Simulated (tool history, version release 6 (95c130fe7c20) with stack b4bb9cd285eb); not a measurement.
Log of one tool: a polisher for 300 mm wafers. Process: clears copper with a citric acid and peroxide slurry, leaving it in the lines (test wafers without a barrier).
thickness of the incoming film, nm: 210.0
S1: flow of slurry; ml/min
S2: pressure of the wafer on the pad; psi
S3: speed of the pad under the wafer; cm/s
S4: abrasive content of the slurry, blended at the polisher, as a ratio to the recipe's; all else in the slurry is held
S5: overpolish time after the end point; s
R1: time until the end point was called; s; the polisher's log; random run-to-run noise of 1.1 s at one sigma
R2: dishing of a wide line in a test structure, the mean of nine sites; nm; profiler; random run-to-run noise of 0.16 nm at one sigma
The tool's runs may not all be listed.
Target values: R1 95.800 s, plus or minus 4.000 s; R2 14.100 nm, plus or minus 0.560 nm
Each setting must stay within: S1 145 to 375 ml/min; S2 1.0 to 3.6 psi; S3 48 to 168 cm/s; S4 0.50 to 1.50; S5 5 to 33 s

run,hour,S1,S2,S3,S4,S5,R1,R2
1,0.0,240,2.3,108,1.00,17,129.160,19.415
2,2.5,295,2.3,108,1.00,17,125.330,19.477
3,6.5,295,2.3,108,1.00,20,126.100,22.306
4,11.7,295,2.3,108,1.00,24,128.820,26.254
5,19.3,295,2.8,108,1.00,24,103.390,31.602
6,25.2,295,2.8,108,0.85,24,108.740,30.006
7,26.3,295,2.9,108,0.80,18,107.530,23.628
8,27.1,295,2.9,108,0.80,18,104.880,23.900
9,31.1,305,3.1,110,0.80,10,97.373,15.218
10,33.4,310,3.2,110,0.80,8,93.609,12.696
11,39.6,300,3.2,110,0.75,8,95.692,12.329

Below are 4 possible settings for the next run. Only one of them brings all results inside the allowed miss of their targets. Which is it?
A,45.8,280,3.0,122,0.75,9,?,?
B,45.8,245,3.3,104,0.90,8,?,?
C,45.8,295,3.2,110,0.75,8,?,?
D,45.8,320,3.3,124,0.70,8,?,?

move,R1,R2
A,95.505,14.367
B,95.852,12.851
C,97.437,12.650
D,86.509,14.135
A: hits every target within its allowed miss
B: nearer than the last run, and not there yet
C: nearer than the last run, and not there yet
D: brings the last run's worst result on target, with another outside its allowed miss
A is the move that brings every result within its allowed miss.
